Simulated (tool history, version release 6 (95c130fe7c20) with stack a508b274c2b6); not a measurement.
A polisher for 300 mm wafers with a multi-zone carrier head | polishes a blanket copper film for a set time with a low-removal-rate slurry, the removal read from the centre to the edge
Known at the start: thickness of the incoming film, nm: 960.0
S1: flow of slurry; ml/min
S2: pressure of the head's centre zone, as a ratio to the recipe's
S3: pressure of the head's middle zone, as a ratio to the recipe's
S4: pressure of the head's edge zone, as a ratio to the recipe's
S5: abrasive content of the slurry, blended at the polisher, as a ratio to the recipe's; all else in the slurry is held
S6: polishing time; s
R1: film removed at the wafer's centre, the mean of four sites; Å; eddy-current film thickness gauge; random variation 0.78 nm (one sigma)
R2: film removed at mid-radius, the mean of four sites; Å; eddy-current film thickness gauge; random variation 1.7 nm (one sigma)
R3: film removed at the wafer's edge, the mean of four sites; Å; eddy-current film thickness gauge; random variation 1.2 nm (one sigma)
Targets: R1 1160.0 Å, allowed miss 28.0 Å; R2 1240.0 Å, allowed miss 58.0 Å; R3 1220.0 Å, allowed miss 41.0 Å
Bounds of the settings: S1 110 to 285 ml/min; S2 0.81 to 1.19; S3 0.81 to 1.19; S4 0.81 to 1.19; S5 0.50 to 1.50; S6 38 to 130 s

run    day   S1    S2    S3    S4    S5  S6      R1      R2      R3
  1  0.000  180  1.00  1.00  1.00  1.00  84  1855.4  1851.4  1776.2
  2  0.162  180  1.00  1.00  1.00  1.15  84  1932.1  1900.7  1825.0
  3  0.304  180  1.00  1.00  1.00  1.15  64  1444.0  1460.5  1409.4
  4  0.346  180  1.00  0.94  1.00  1.15  64  1450.6  1419.0  1387.2
  5  0.550  175  0.99  0.93  0.99  1.15  64  1432.2  1384.7  1390.6
  6  0.858  175  0.98  0.93  0.97  1.10  64  1389.5  1359.0  1356.7
  7  1.171  170  0.97  0.93  0.95  1.10  64  1365.5  1372.6  1318.3
  8  1.242  165  0.96  0.92  0.95  1.10  64  1363.7  1362.1  1324.5
  9  1.579  160  0.95  0.91  0.94  1.10  64  1312.7  1306.4  1332.0
 10  1.825  155  0.94  0.91  0.93  1.10  64  1304.2  1322.0  1306.8
 11  2.179  150  0.93  0.91  0.92  1.10  64  1280.6  1286.4  1321.3

4 next moves are on the table. One of them brings every result within its allowed miss. Which?
  A  2.533  150  0.90  0.96  0.95  1.05  60   ?   ?   ?
  B  2.533  135  1.08  0.87  0.85  1.00  67   ?   ?   ?
  C  2.533  125  0.84  0.90  0.93  0.95  70   ?   ?   ?
  D  2.533  110  0.84  0.91  1.00  1.05  75   ?   ?   ?

move      R1      R2      R3
   A  1157.9  1244.8  1220.4
   B  1492.1  1250.2  1258.5
   C  1167.9  1295.5  1333.3
   D  1229.0  1381.3  1477.3
A: meets every target
B: further off than the last run
C: brings the result that was furthest off to its target, and leaves another outside
D: further off than the last run
Answer: A
